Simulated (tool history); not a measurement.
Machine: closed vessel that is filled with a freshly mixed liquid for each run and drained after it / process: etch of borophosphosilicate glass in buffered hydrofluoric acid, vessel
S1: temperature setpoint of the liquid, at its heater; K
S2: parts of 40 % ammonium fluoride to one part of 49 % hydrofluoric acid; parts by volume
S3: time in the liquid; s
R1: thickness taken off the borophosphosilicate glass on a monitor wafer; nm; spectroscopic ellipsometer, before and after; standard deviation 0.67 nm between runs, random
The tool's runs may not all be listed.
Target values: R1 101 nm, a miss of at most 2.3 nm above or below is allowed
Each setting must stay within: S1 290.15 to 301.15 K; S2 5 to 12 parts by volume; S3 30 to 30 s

{"run": 1, "hour": 0.0, "S1": 293.15, "S2": 7, "S3": 30, "R1": 80.836}
{"run": 2, "hour": 6.7, "S1": 293.15, "S2": 6, "S3": 30, "R1": 94.847}
{"run": 3, "hour": 9.5, "S1": 295.65, "S2": 6, "S3": 30, "R1": 108.12}
{"run": 4, "hour": 14.0, "S1": 295.15, "S2": 6, "S3": 30, "R1": 105.7}
{"run": 5, "hour": 21.0, "S1": 295.15, "S2": 5, "S3": 30, "R1": 123.26}
{"run": 6, "hour": 22.1, "S1": 294.65, "S2": 5, "S3": 30, "R1": 121.1}
{"run": 7, "hour": 30.9, "S1": 294.15, "S2": 5, "S3": 30, "R1": 115.34}
{"run": 8, "hour": 36.2, "S1": 293.65, "S2": 5, "S3": 30, "R1": 112.81}
{"run": 9, "hour": 38.2, "S1": 293.15, "S2": 5, "S3": 30, "R1": 109.57}

Below are 4 possible settings for the next run. Only one of them brings all results inside the allowed miss of their targets. Which is it?
{"run": "A", "hour": 40.2, "S1": 293.15, "S2": 5.5, "S3": 30, "R1": "?"}
{"run": "B", "hour": 40.2, "S1": 291.65, "S2": 5.5, "S3": 30, "R1": "?"}
{"run": "C", "hour": 40.2, "S1": 290.15, "S2": 5, "S3": 30, "R1": "?"}
{"run": "D", "hour": 40.2, "S1": 292.15, "S2": 5.5, "S3": 30, "R1": "?"}

move=A R1=101.59
move=B R1=93.518
move=C R1=93.524
move=D R1=96.143
A: in spec on every target
B: takes the result that was furthest off past its target
C: takes the result that was furthest off past its target
D: takes the result that was furthest off past its target
Go with A: it meets all targets.
